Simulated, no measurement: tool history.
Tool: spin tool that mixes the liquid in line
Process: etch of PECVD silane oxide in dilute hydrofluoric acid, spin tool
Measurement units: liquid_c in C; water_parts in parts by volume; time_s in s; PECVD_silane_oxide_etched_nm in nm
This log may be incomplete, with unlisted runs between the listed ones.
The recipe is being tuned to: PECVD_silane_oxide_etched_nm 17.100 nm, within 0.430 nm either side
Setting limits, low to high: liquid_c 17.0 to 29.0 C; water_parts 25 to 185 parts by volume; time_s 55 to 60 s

| run | hour | liquid_c | water_parts | time_s | PECVD_silane_oxide_etched_nm |
|---|---|---|---|---|---|
| 1 | 0.0 | 21.0 | 105 | 55 | 21.515 |
| 2 | 1.5 | 23.5 | 105 | 55 | 23.920 |
| 3 | 7.7 | 23.5 | 105 | 55 | 23.945 |
| 4 | 12.0 | 22.0 | 105 | 55 | 22.610 |
| 5 | 19.9 | 21.0 | 105 | 55 | 21.506 |
| 6 | 22.9 | 18.5 | 105 | 55 | 19.339 |
| 7 | 29.1 | 18.0 | 105 | 55 | 19.044 |
| 8 | 34.1 | 17.5 | 110 | 55 | 17.811 |

Which one of the following 4 next-run settings gets every result inside its allowed miss? There is exactly one.
| A | 39.1 | 18.0 | 120 | 55 | ? |
| B | 39.1 | 21.5 | 150 | 60 | ? |
| C | 39.1 | 22.0 | 120 | 55 | ? |
| D | 39.1 | 22.5 | 135 | 55 | ? |

| move | PECVD_silane_oxide_etched_nm |
|---|---|
| A | 16.425 |
| B | 15.989 |
| C | 19.317 |
| D | 17.218 |
A: moves the result that the last run missed by most past its target, out the other side
B: moves the result that the last run missed by most past its target, out the other side
C: its largest miss is bigger than the last run's
D: in spec on every target
Move D is the one to make.
